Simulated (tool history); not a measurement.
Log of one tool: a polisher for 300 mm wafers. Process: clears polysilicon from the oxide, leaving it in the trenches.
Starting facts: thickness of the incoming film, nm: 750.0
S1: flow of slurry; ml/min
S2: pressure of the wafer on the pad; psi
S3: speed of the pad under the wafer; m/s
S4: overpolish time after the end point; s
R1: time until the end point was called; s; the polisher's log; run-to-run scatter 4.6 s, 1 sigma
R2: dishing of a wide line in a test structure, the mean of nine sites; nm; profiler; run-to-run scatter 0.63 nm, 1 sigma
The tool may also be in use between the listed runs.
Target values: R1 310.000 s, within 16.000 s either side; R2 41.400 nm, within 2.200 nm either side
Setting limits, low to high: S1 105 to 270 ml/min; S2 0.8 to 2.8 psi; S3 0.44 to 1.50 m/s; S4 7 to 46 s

run,day,S1,S2,S3,S4,R1,R2
1,0.000,175,1.8,0.96,24,109.730,79.201
2,0.088,175,2.1,0.96,24,94.652,81.106
3,0.262,165,1.9,0.88,22,114.970,75.274
4,0.400,155,1.8,0.82,20,131.290,67.034
5,0.692,155,1.7,0.78,19,143.750,62.023
6,0.783,155,1.7,0.78,15,147.110,54.718
7,0.925,155,1.7,0.78,15,147.780,54.236
8,1.233,155,1.6,0.74,15,159.230,49.670
9,1.279,150,1.5,0.70,16,179.360,47.031
10,1.642,145,1.4,0.68,18,203.390,49.037
11,1.858,145,1.3,0.68,18,216.650,47.388
12,2.133,145,1.2,0.68,18,231.310,44.416
# day 2.308: worn pad replaced by a new one
13,2.308,145,1.1,0.68,19,233.430,46.149
14,2.400,145,1.1,0.68,19,231.690,46.098
15,2.650,140,0.8,0.54,18,392.090,29.448
16,2.812,140,0.8,0.54,19,386.890,30.592
17,3.162,140,0.8,0.54,20,379.770,31.676
18,3.229,140,0.8,0.54,21,393.200,33.706
19,3.417,140,0.8,0.54,21,389.420,33.264
20,3.588,140,0.9,0.54,21,349.230,36.462

5 next moves are on the table. One of them brings every result within its allowed miss. Which?
A,3.758,135,1.0,0.62,21,?,?
B,3.758,150,0.9,0.62,22,?,?
C,3.758,115,1.0,0.54,17,?,?
D,3.758,140,0.8,0.48,27,?,?
E,3.758,140,1.0,0.60,16,?,?

move,R1,R2
A,277.390,43.501
B,300.710,42.434
C,326.710,32.665
D,433.320,37.627
E,284.300,34.765
A: the result that was furthest off in the last run now lies on the other side of its target
B: each result inside its tolerance
C: misses by more than the last run did
D: misses by more than the last run did
E: the result that was furthest off in the last run now lies on the other side of its target
Go with B: it meets all targets.
